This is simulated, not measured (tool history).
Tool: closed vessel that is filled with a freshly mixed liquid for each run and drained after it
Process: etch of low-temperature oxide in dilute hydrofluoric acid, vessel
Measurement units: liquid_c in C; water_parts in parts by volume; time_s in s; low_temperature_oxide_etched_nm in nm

run  hour  liquid_c  water_parts  time_s  low_temperature_oxide_etched_nm
  1     0        22          205     105                            9.218
  2   3.8      21.5          215     105                           8.8254
  3   9.3        21          230     105                           7.8834
  4  10.5      20.5          240     105                            7.324
  5  16.2      20.5          205     105                           8.8079
  6    24        20          215     105                           8.2686
  7  25.6      19.5          225     105                           7.5736

Forecast run 8:
  8  28.4        19          235     105                                ?

{"run 8": {"low_temperature_oxide_etched_nm": 7.1076}}
